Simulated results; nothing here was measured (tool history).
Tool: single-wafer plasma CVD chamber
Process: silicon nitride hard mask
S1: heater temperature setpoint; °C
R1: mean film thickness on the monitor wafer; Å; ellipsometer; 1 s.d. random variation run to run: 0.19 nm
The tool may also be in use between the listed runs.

run 1 day=0 | S1=415 chamber_pressure_(mTorr)=1580 RF_power_(kW)=0.255 deposition_time_(s)=46.6 | R1=496.08
run 2 day=0.308 | S1=424 chamber_pressure_(mTorr)=1580 RF_power_(kW)=0.255 deposition_time_(s)=46.6 | R1=492.41
run 3 day=0.388 | S1=424 chamber_pressure_(mTorr)=1580 RF_power_(kW)=0.255 deposition_time_(s)=44.4 | R1=468.87
run 4 day=0.412 | S1=422 chamber_pressure_(mTorr)=1760 RF_power_(kW)=0.26 deposition_time_(s)=44.4 | R1=487.45
run 5 day=0.592 | S1=422 chamber_pressure_(mTorr)=1890 RF_power_(kW)=0.26 deposition_time_(s)=44.4 | R1=496.23
run 6 day=0.654 | S1=421 chamber_pressure_(mTorr)=1980 RF_power_(kW)=0.27 deposition_time_(s)=44.4 | R1=521.91
run 7 day=0.95 | S1=419 chamber_pressure_(mTorr)=2050 RF_power_(kW)=0.275 deposition_time_(s)=44.4 | R1=532.46
run 8 day=1.058 | S1=419 chamber_pressure_(mTorr)=2100 RF_power_(kW)=0.28 deposition_time_(s)=44.4 | R1=545.02

Forecast run 9:
run 9 day=1.208 | S1=418 chamber_pressure_(mTorr)=2130 RF_power_(kW)=0.28 deposition_time_(s)=44.4 | R1=?

R1: 551.91 Å

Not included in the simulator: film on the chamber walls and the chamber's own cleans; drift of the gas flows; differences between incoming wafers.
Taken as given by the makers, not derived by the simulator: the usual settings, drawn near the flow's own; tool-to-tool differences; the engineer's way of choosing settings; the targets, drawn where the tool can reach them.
